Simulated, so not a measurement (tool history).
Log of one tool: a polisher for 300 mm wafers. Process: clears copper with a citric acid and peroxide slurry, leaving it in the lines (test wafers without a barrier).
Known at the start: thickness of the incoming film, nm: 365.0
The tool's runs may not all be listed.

run  hour  flow of slurry (ml/min)  pressure of the wafer on the pad (psi)  speed of the pad under the wafer (cm/s)  abrasive content of the slurry  overpolish time after the end point (s)  time until the end point was called (s)  dishing of a wide line in a test structure (Å)
  1   0.0                      140                                     3.3                                      102                             1.0                                        9                                   190.92                                          130.78
  2   3.7                      140                                     3.3                                      102                             1.0                                       11                                   190.51                                          164.24
  3   5.1                      140                                     2.7                                      102                             1.0                                       11                                   229.93                                          135.72
  4   9.6                      145                                     2.9                                      102                             1.0                                       10                                   218.49                                          133.12
  5  16.8                      145                                     3.1                                      102                             1.0                                        9                                   202.98                                          126.15
  6  20.2                      165                                     3.1                                      102                             1.0                                        9                                   195.76                                          132.70

Estimate the outcome of run 7 from the log above:
  7  27.4                      170                                     3.2                                      102                             1.0                                        8                                        ?                                               ?

Run 7 came out at time until the end point was called (s) 190.79, dishing of a wide line in a test structure (Å) 121.34.
